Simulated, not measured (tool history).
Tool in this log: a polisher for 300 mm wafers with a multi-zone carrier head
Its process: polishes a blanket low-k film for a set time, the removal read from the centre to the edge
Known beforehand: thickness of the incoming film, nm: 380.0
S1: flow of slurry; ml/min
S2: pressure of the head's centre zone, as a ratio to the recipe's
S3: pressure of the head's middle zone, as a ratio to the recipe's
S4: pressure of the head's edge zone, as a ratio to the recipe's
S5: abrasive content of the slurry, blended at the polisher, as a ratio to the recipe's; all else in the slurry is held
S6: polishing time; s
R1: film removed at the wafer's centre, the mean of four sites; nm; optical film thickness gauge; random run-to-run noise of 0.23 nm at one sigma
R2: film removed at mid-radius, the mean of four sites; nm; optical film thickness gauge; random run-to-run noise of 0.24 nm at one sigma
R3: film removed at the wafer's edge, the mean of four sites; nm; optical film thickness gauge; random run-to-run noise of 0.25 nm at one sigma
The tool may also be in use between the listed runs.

run	hour	S1	S2	S3	S4	S5	S6	R1	R2	R3
1	0.0	200	1.00	1.00	1.00	1.00	79	29.236	28.896	28.579
2	4.4	195	0.98	0.99	1.00	0.95	78	27.635	27.654	27.515
3	12.8	195	0.98	0.99	1.07	0.95	78	27.448	27.784	28.143
4	14.1	195	0.98	0.94	1.07	0.95	78	27.545	27.184	28.502
5	18.6	195	0.98	0.86	1.07	0.95	78	27.473	24.706	28.510
6	23.3	195	0.97	0.86	1.06	0.90	77	26.274	24.073	27.521
7	29.4	195	0.97	0.86	1.06	0.90	77	25.655	23.204	27.142

Run 8 has not been measured yet. What should we expect?
8	35.5	170	0.87	0.88	0.96	0.65	74	?	?	?

Run 8 produced R1 18.627 nm, R2 19.533 nm, R3 20.769 nm.

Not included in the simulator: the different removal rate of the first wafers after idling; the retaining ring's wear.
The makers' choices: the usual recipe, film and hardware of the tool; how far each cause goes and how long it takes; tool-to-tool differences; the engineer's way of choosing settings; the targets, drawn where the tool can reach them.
